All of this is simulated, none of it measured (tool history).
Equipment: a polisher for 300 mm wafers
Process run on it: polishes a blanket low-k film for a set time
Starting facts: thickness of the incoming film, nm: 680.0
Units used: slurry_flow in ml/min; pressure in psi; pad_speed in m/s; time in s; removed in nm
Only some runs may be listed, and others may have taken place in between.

{"run": 1, "hour": 0.0, "slurry_flow": 240, "pressure": 1.8, "pad_speed": 0.78, "slurry_solids": 1, "time": 82, "removed": 27.476}
{"run": 2, "hour": 0.6, "slurry_flow": 235, "pressure": 1.7, "pad_speed": 0.78, "slurry_solids": 1, "time": 82, "removed": 25.939}
{"run": 3, "hour": 5.4, "slurry_flow": 235, "pressure": 1.6, "pad_speed": 0.78, "slurry_solids": 1, "time": 82, "removed": 24.564}
{"run": 4, "hour": 11.9, "slurry_flow": 230, "pressure": 1.6, "pad_speed": 0.78, "slurry_solids": 1, "time": 82, "removed": 24.548}
{"run": 5, "hour": 14.1, "slurry_flow": 230, "pressure": 1.9, "pad_speed": 0.78, "slurry_solids": 1, "time": 82, "removed": 28.702}
{"run": 6, "hour": 17.3, "slurry_flow": 230, "pressure": 1.9, "pad_speed": 0.78, "slurry_solids": 0.8, "time": 82, "removed": 26.362}
{"run": 7, "hour": 20.7, "slurry_flow": 225, "pressure": 1.9, "pad_speed": 0.78, "slurry_solids": 0.8, "time": 82, "removed": 26.419}

Forecast run 8:
{"run": 8, "hour": 23.8, "slurry_flow": 215, "pressure": 1.7, "pad_speed": 0.78, "slurry_solids": 0.8, "time": 82, "removed": "?"}

{"run 8": {"removed": 23.593}}

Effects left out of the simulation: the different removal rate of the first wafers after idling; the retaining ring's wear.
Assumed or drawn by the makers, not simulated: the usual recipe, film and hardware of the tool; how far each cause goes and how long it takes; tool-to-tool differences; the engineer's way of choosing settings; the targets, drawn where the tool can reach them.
